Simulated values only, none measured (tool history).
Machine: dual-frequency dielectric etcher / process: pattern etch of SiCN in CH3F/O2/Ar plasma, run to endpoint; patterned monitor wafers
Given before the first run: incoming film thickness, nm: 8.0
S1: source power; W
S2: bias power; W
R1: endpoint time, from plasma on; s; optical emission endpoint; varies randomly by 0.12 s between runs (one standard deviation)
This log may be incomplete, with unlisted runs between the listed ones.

Run 1, hour 0.0: S1 350 W, S2 83 W. Result: R1 20.101 s.
Run 2, hour 6.5: S1 380 W, S2 83 W. Result: R1 19.686 s.
Run 3, hour 14.3: S1 340 W, S2 83 W. Result: R1 20.427 s.
Run 4, hour 22.9: S1 340 W, S2 89 W. Result: R1 19.675 s.
Run 5, hour 25.3: S1 320 W, S2 86 W. Result: R1 20.203 s.
Run 6, hour 32.3: S1 380 W, S2 86 W. Result: R1 19.257 s.

Forecast run 7:
Run 7, hour 35.8: S1 360 W, S2 84 W. Result: R1 ?.

R1: 19.785 s
